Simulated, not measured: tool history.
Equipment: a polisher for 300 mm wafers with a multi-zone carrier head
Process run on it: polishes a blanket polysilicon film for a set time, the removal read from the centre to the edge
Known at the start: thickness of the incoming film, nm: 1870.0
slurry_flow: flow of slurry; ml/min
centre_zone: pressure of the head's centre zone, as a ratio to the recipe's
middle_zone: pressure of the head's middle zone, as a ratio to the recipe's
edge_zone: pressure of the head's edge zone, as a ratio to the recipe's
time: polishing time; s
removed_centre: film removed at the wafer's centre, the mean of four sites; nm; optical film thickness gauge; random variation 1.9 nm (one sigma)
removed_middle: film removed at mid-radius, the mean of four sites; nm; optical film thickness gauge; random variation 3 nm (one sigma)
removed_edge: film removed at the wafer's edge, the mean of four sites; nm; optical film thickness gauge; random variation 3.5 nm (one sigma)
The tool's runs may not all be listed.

run  hour  slurry_flow  centre_zone  middle_zone  edge_zone  time  removed_centre  removed_middle  removed_edge
  1   0.0          160         1.00         1.00       1.00    53          358.52          359.60        344.59
  2   2.7          145         0.95         1.02       1.01    49          304.29          331.88        319.17
  3   6.5          145         0.98         1.02       1.01    49          316.38          333.06        305.87
  4  11.5          145         0.98         1.06       1.01    49          315.26          350.08        308.74
  5  13.2          135         0.94         1.06       1.01    46          278.49          315.59        286.23
  6  17.3          135         0.94         1.06       1.04    46          277.02          312.87        295.58

Predict the results of run 7:
  7  24.9          130         0.91         1.07       1.03    44               ?               ?             ?

{"run 7": {"removed_centre": 252.95, "removed_middle": 306.15, "removed_edge": 276.39}}
